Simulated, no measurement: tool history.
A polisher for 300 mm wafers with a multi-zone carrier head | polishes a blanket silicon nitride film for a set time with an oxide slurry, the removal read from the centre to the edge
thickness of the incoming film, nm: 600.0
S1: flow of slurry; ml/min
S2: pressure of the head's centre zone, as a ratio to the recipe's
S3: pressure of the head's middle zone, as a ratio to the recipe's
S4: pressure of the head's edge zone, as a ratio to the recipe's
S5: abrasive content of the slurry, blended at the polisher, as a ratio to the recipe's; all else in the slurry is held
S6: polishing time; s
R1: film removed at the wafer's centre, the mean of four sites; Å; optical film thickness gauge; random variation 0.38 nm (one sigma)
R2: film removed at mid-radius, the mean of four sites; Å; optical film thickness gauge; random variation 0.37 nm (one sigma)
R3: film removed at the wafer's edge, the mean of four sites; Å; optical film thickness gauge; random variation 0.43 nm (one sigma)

Run 1, day 0: S1 130 ml/min, S2 1, S3 1, S4 1, S5 1, S6 32 s. Result: R1 290.16 Å, R2 300.19 Å, R3 293.64 Å.
Run 2, day 0.225: S1 130 ml/min, S2 1, S3 1, S4 1.09, S5 1, S6 32 s. Result: R1 284.89 Å, R2 294.33 Å, R3 299.13 Å.
Run 3, day 0.442: S1 130 ml/min, S2 1, S3 1, S4 1.09, S5 1, S6 36 s. Result: R1 321.18 Å, R2 335.21 Å, R3 344.91 Å.
Run 4, day 0.471: S1 130 ml/min, S2 1, S3 1.07, S4 1.09, S5 1, S6 36 s. Result: R1 319.04 Å, R2 353.34 Å, R3 338.78 Å.
Run 5, day 0.779: S1 130 ml/min, S2 1, S3 1.07, S4 1.14, S5 1, S6 36 s. Result: R1 323.55 Å, R2 353.15 Å, R3 346.6 Å.
Run 6, day 0.858: S1 130 ml/min, S2 0.97, S3 1.07, S4 1.14, S5 1, S6 36 s. Result: R1 315.13 Å, R2 349.45 Å, R3 348.45 Å.
Run 7, day 0.888: S1 140 ml/min, S2 0.95, S3 1.09, S4 1.15, S5 1.15, S6 36 s. Result: R1 331.67 Å, R2 389.51 Å, R3 373.73 Å.

Forecast run 8:
Run 8, day 1.229: S1 150 ml/min, S2 0.94, S3 1.09, S4 1.16, S5 1.25, S6 36 s. Result: R1 ?, R2 ?, R3 ?.

Run 8 gave R1 346.97 Å, R2 408.68 Å, R3 398.02 Å.

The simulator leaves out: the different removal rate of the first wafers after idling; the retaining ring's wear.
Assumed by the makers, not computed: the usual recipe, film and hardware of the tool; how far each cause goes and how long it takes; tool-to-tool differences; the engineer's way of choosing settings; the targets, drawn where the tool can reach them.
